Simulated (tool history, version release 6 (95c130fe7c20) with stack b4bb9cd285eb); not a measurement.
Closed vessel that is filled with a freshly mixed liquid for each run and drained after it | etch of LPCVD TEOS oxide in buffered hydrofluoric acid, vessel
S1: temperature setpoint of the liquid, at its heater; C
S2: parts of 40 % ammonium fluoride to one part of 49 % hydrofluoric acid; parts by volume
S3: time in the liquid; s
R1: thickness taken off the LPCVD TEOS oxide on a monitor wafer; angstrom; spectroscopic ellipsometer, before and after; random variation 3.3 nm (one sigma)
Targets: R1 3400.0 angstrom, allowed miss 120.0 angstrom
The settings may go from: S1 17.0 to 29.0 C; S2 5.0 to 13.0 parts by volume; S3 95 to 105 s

Run 1, hour 0.0: S1 21.0 C, S2 8.0 parts by volume, S3 95 s. Result: R1 4993.6 angstrom.
Run 2, hour 2.7: S1 21.0 C, S2 10.0 parts by volume, S3 95 s. Result: R1 4111.0 angstrom.
Run 3, hour 4.2: S1 20.5 C, S2 10.0 parts by volume, S3 95 s. Result: R1 3988.5 angstrom.
Run 4, hour 7.1: S1 20.5 C, S2 10.0 parts by volume, S3 95 s. Result: R1 3990.3 angstrom.
Run 5, hour 16.1: S1 20.0 C, S2 10.0 parts by volume, S3 95 s. Result: R1 3917.6 angstrom.
Run 6, hour 17.8: S1 19.5 C, S2 10.0 parts by volume, S3 95 s. Result: R1 3794.9 angstrom.
Run 7, hour 18.9: S1 19.0 C, S2 10.0 parts by volume, S3 95 s. Result: R1 3676.5 angstrom.
Run 8, hour 21.4: S1 18.5 C, S2 10.0 parts by volume, S3 95 s. Result: R1 3647.7 angstrom.

4 next moves are on the table. One of them brings every result within its allowed miss. Which?
Run A, hour 23.9: S1 17.0 C, S2 10.5 parts by volume, S3 95 s. Result: R1 ?.
Run B, hour 23.9: S1 17.0 C, S2 9.0 parts by volume, S3 105 s. Result: R1 ?.
Run C, hour 23.9: S1 18.0 C, S2 11.0 parts by volume, S3 95 s. Result: R1 ?.
Run D, hour 23.9: S1 19.0 C, S2 11.0 parts by volume, S3 95 s. Result: R1 ?.

move      R1
   A  3119.3
   B  3863.7
   C  3155.6
   D  3339.3
A: takes the result that was furthest off past its target
B: further off than the last run
C: takes the result that was furthest off past its target
D: meets every target
The right move is D.

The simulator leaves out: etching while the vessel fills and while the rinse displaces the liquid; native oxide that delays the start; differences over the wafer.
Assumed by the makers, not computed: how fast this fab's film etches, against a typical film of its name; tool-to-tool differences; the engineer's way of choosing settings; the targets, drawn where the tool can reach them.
